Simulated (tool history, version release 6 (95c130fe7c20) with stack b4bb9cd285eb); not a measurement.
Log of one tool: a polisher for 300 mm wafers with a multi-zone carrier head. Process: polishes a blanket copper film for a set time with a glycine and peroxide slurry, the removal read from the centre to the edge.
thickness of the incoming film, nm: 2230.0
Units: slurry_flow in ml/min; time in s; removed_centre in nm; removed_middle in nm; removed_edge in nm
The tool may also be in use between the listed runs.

Run 1, day 0.000: slurry_flow 165 ml/min, centre_zone 1.00, middle_zone 1.00, edge_zone 1.00, time 48 s. Result: removed_centre 156.56 nm, removed_middle 149.92 nm, removed_edge 153.55 nm.
Run 2, day 0.100: slurry_flow 165 ml/min, centre_zone 1.00, middle_zone 1.08, edge_zone 1.00, time 48 s. Result: removed_centre 153.27 nm, removed_middle 159.37 nm, removed_edge 152.73 nm.
Run 3, day 0.258: slurry_flow 190 ml/min, centre_zone 1.00, middle_zone 1.08, edge_zone 1.00, time 48 s. Result: removed_centre 157.86 nm, removed_middle 163.63 nm, removed_edge 155.88 nm.
Run 4, day 0.408: slurry_flow 160 ml/min, centre_zone 1.00, middle_zone 1.08, edge_zone 1.00, time 48 s. Result: removed_centre 151.59 nm, removed_middle 157.98 nm, removed_edge 154.25 nm.
Run 5, day 0.475: slurry_flow 185 ml/min, centre_zone 1.00, middle_zone 1.08, edge_zone 1.00, time 48 s. Result: removed_centre 158.46 nm, removed_middle 165.54 nm, removed_edge 154.57 nm.
Run 6, day 0.529: slurry_flow 225 ml/min, centre_zone 1.00, middle_zone 1.08, edge_zone 1.00, time 48 s. Result: removed_centre 160.40 nm, removed_middle 165.50 nm, removed_edge 158.26 nm.
Run 7, day 0.667: slurry_flow 220 ml/min, centre_zone 1.01, middle_zone 1.02, edge_zone 0.95, time 46 s. Result: removed_centre 155.46 nm, removed_middle 151.69 nm, removed_edge 148.09 nm.
Run 8, day 0.812: slurry_flow 210 ml/min, centre_zone 1.02, middle_zone 0.98, edge_zone 0.91, time 45 s. Result: removed_centre 155.65 nm, removed_middle 146.07 nm, removed_edge 143.91 nm.
Run 9, day 0.950: slurry_flow 205 ml/min, centre_zone 1.03, middle_zone 0.95, edge_zone 0.89, time 44 s. Result: removed_centre 150.60 nm, removed_middle 135.68 nm, removed_edge 139.09 nm.

Forecast run 10:
Run 10, day 1.079: slurry_flow 200 ml/min, centre_zone 1.05, middle_zone 0.94, edge_zone 0.87, time 43 s. Result: removed_centre ?, removed_middle ?, removed_edge ?.

removed_centre: 148.78 nm
removed_middle: 129.29 nm
removed_edge: 136.14 nm
